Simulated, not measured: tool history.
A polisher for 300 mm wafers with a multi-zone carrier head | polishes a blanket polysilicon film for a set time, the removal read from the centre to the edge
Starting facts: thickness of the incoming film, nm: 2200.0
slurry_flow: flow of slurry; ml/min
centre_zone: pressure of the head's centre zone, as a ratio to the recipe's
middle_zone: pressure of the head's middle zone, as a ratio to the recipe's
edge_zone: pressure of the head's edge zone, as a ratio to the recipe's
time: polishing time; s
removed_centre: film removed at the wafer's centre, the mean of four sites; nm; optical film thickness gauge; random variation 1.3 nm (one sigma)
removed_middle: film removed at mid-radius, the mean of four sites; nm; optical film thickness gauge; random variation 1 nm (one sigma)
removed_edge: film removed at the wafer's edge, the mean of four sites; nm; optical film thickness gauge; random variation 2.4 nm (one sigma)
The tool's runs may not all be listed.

{"run": 1, "day": 0.0, "slurry_flow": 160, "centre_zone": 1.0, "middle_zone": 1.0, "edge_zone": 1.0, "time": 32, "removed_centre": 165.31, "removed_middle": 169.15, "removed_edge": 164.37}
{"run": 2, "day": 0.042, "slurry_flow": 170, "centre_zone": 1.03, "middle_zone": 0.97, "edge_zone": 1.01, "time": 32, "removed_centre": 175.09, "removed_middle": 166.95, "removed_edge": 171.32}
{"run": 3, "day": 0.238, "slurry_flow": 150, "centre_zone": 1.03, "middle_zone": 0.97, "edge_zone": 1.01, "time": 32, "removed_centre": 170.03, "removed_middle": 165.8, "removed_edge": 163.14}
{"run": 4, "day": 0.308, "slurry_flow": 165, "centre_zone": 1.05, "middle_zone": 0.95, "edge_zone": 1.0, "time": 32, "removed_centre": 175.21, "removed_middle": 164.7, "removed_edge": 170.18}
{"run": 5, "day": 0.6, "slurry_flow": 165, "centre_zone": 1.05, "middle_zone": 0.95, "edge_zone": 1.0, "time": 37, "removed_centre": 203.64, "removed_middle": 188.6, "removed_edge": 189.56}
{"run": 6, "day": 0.833, "slurry_flow": 150, "centre_zone": 1.06, "middle_zone": 0.91, "edge_zone": 0.99, "time": 37, "removed_centre": 200.83, "removed_middle": 178.5, "removed_edge": 189.66}
{"run": 7, "day": 1.2, "slurry_flow": 140, "centre_zone": 1.07, "middle_zone": 0.9, "edge_zone": 0.97, "time": 37, "removed_centre": 199.39, "removed_middle": 175.08, "removed_edge": 184.99}
{"run": 8, "day": 1.312, "slurry_flow": 130, "centre_zone": 1.08, "middle_zone": 0.89, "edge_zone": 0.96, "time": 37, "removed_centre": 198.14, "removed_middle": 169.39, "removed_edge": 180.42}

Run 9 comes next. What will it give?
{"run": 9, "day": 1.358, "slurry_flow": 125, "centre_zone": 1.08, "middle_zone": 0.89, "edge_zone": 0.96, "time": 37, "removed_centre": "?", "removed_middle": "?", "removed_edge": "?"}

{"run 9": {"removed_centre": 196.25, "removed_middle": 168.82, "removed_edge": 175.67}}

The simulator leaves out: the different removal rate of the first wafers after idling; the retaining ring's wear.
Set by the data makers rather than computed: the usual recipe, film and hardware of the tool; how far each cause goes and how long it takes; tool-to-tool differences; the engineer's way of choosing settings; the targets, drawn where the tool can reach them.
